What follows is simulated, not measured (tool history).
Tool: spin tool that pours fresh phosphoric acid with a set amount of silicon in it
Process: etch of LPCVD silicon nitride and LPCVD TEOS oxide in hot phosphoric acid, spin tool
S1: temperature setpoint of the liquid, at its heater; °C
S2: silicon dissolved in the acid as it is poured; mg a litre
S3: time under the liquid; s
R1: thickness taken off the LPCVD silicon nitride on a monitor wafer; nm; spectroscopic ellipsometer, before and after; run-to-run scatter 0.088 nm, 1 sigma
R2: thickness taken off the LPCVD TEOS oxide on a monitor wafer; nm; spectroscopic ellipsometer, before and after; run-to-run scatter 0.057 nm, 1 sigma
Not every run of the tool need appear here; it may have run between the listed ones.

run	hour	S1	S2	S3	R1	R2
1	0.0	162.0	16.0	180	16.969	0.57576
2	8.2	162.0	24.0	180	17.027	0.46585
3	10.8	162.0	31.0	180	16.953	0.35969
4	18.0	162.0	31.0	120	11.318	0.23365
5	20.1	160.5	31.0	120	10.842	0.20283
6	21.0	161.5	29.0	135	12.538	0.27149
7	28.7	162.0	27.5	150	14.152	0.31098
8	37.5	164.5	17.0	220	22.460	0.75321
9	46.5	164.5	16.0	220	22.515	0.74372
10	49.7	164.5	15.0	220	22.620	0.80612

For run 11, what comes out?
11	56.5	164.5	14.5	220	?	?

Run 11 came out at R1 22.675 nm, R2 0.88544 nm.
